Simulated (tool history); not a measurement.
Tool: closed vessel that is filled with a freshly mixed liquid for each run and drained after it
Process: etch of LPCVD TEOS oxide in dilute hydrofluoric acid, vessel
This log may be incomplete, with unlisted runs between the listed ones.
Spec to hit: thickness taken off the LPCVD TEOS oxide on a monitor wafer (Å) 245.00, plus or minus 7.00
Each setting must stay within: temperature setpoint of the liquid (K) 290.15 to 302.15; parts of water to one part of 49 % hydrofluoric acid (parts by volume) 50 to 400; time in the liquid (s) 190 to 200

run,day,temperature setpoint of the liquid (K),parts of water to one part of 49 % hydrofluoric acid (parts by volume),time in the liquid (s),thickness taken off the LPCVD TEOS oxide on a monitor wafer (Å)
1,0.000,294.15,225,190,211.98
2,0.183,294.15,225,200,222.60
3,0.433,294.15,270,200,178.83
4,0.496,295.15,270,200,185.20
5,0.538,295.65,270,200,187.32
6,0.575,295.65,335,200,142.97
7,0.696,296.15,325,200,151.21
8,0.800,296.65,320,200,157.17
9,0.854,297.15,315,200,163.16
10,0.950,297.65,310,200,169.42
11,1.217,298.15,305,200,176.02
12,1.496,298.65,300,200,182.90
13,1.683,299.15,295,200,188.95
14,2.000,299.65,290,200,197.71
15,2.150,299.65,285,200,201.59
16,2.521,299.65,280,200,206.60
17,2.579,301.15,265,200,232.95

Next run, 4 choices. One meets every target within its allowed miss, the rest don't. Which?
A,2.638,301.65,245,200,?
B,2.638,298.65,240,200,?
C,2.638,298.15,220,200,?
D,2.638,300.65,235,200,?

move,thickness taken off the LPCVD TEOS oxide on a monitor wafer (Å)
A,262.72
B,243.00
C,266.03
D,267.64
A: takes the result that was furthest off past its target
B: all results in spec
C: takes the result that was furthest off past its target
D: takes the result that was furthest off past its target
B meets every target.
